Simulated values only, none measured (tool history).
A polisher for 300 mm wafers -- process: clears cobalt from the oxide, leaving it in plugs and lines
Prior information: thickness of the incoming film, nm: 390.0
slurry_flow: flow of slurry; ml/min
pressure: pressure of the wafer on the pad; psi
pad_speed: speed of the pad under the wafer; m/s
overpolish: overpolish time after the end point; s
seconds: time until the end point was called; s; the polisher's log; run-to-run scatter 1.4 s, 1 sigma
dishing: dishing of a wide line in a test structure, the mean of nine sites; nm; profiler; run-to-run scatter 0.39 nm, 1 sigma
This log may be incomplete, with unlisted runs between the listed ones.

run  hour  slurry_flow  pressure  pad_speed  overpolish  seconds  dishing
  1     0          220       1.8       0.76          10   128.67   25.183
  2   1.9          220         2       0.76          10   118.66   26.419
  3   4.6          190         2       0.76          10   119.19   25.943
  4   6.3          190       2.1       0.76          10   116.06   26.119
  5  11.4          190       2.1       0.68          10   129.53   24.382
  6  15.6          195       2.2        0.7          10   119.32   25.638
  7    21          200       2.7       0.78           9   95.298   28.057
  8  27.5          200       2.7        0.8           9   88.302   29.256

Run 9 comes next. What will it give?
  9  29.8          200       2.8       0.82           9        ?        ?

{"run 9": {"seconds": 87.014, "dishing": 30.014}}

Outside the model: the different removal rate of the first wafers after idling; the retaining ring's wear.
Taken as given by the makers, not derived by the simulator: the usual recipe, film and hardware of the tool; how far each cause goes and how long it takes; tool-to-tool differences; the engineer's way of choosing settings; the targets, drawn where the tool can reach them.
